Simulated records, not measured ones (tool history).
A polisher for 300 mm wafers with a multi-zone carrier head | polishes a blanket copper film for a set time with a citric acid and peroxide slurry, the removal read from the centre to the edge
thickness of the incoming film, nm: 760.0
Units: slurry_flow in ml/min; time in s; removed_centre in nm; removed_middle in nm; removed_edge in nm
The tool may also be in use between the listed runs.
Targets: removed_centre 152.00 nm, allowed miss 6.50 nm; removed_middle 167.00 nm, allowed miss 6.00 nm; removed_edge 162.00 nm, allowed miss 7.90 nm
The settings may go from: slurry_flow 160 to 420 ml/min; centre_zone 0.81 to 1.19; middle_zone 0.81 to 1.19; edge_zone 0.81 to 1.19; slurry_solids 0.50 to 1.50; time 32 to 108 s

run  hour  slurry_flow  centre_zone  middle_zone  edge_zone  slurry_solids  time  removed_centre  removed_middle  removed_edge
  1   0.0          270         1.00         1.00       1.00           1.00    70          117.52          120.26        123.31
  2   5.1          270         1.00         1.00       1.06           1.00    70          117.36          122.46        131.29
  3   6.4          270         1.00         1.00       1.06           1.00    64          109.25          109.09        117.10
  4  14.8          275         1.01         1.02       1.07           1.05    65          113.97          115.32        124.83
  5  23.7          280         1.01         1.04       1.06           1.10    66          114.48          120.12        123.07
  6  27.4          280         1.02         1.05       1.07           1.15    68          121.96          124.85        133.63
  7  29.2          285         1.02         1.07       1.06           1.20    69          123.44          129.36        133.22
  8  33.7          290         1.03         1.09       1.06           1.25    70          130.85          134.44        140.28
  9  40.1          295         1.03         1.10       1.06           1.25    71          129.79          137.51        137.73
 10  48.8          295         1.03         1.11       1.06           1.30    72          136.28          144.25        142.73
 11  57.0          310         1.04         1.19       1.16           1.50    73          144.32          158.04        158.10
 12  61.9          310         1.04         1.19       1.16           1.50    73          143.64          156.30        156.69

4 next moves are on the table. One of them brings every result within its allowed miss. Which?
  A  66.8          265         0.93         1.03       1.19           1.45    76               ?               ?             ?
  B  66.8          325         1.01         1.05       1.19           1.50    75               ?               ?             ?
  C  66.8          290         1.11         1.07       1.19           1.50    74               ?               ?             ?
  D  66.8          325         1.04         1.19       1.11           1.50    77               ?               ?             ?

move  removed_centre  removed_middle  removed_edge
   A          130.73          144.91        165.57
   B          143.80          148.06        166.69
   C          154.64          146.45        163.40
   D          152.16          164.08        164.66
A: further off than the last run
B: further off than the last run
C: further off than the last run
D: meets every target
The right move is D.
